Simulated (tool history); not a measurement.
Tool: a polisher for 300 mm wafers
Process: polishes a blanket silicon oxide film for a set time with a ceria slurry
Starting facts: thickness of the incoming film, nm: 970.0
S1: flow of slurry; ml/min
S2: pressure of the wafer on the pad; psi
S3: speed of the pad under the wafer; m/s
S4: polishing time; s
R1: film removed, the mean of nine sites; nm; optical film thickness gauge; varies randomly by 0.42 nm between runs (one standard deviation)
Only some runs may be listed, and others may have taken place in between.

{"run": 1, "hour": 0.0, "S1": 195, "S2": 3.7, "S3": 0.86, "S4": 41, "R1": 197.71}
{"run": 2, "hour": 7.9, "S1": 195, "S2": 3.7, "S3": 0.66, "S4": 41, "R1": 153.96}
{"run": 3, "hour": 12.4, "S1": 190, "S2": 3.3, "S3": 0.6, "S4": 41, "R1": 123.23}
{"run": 4, "hour": 19.8, "S1": 185, "S2": 3, "S3": 0.58, "S4": 41, "R1": 109.27}
{"run": 5, "hour": 21.9, "S1": 180, "S2": 2.8, "S3": 0.56, "S4": 41, "R1": 98.802}
{"run": 6, "hour": 24.0, "S1": 180, "S2": 2.5, "S3": 0.56, "S4": 41, "R1": 88.929}
{"run": 7, "hour": 32.3, "S1": 175, "S2": 2.4, "S3": 0.54, "S4": 41, "R1": 81.398}
{"run": 8, "hour": 33.8, "S1": 125, "S2": 1.7, "S3": 0.52, "S4": 41, "R1": 53.694}
{"run": 9, "hour": 41.8, "S1": 135, "S2": 1.7, "S3": 0.52, "S4": 41, "R1": 54.726}
{"run": 10, "hour": 42.6, "S1": 140, "S2": 1.7, "S3": 0.52, "S4": 41, "R1": 54.878}
{"run": 11, "hour": 45.3, "S1": 145, "S2": 1.7, "S3": 0.52, "S4": 41, "R1": 55.402}
{"run": 12, "hour": 48.2, "S1": 150, "S2": 1.7, "S3": 0.52, "S4": 41, "R1": 55.518}
{"run": 13, "hour": 56.4, "S1": 160, "S2": 1.7, "S3": 0.52, "S4": 41, "R1": 56.585}

Estimate the outcome of run 14 from the log above:
{"run": 14, "hour": 61.7, "S1": 165, "S2": 1.7, "S3": 0.52, "S4": 41, "R1": "?"}

R1: 56.392 nm
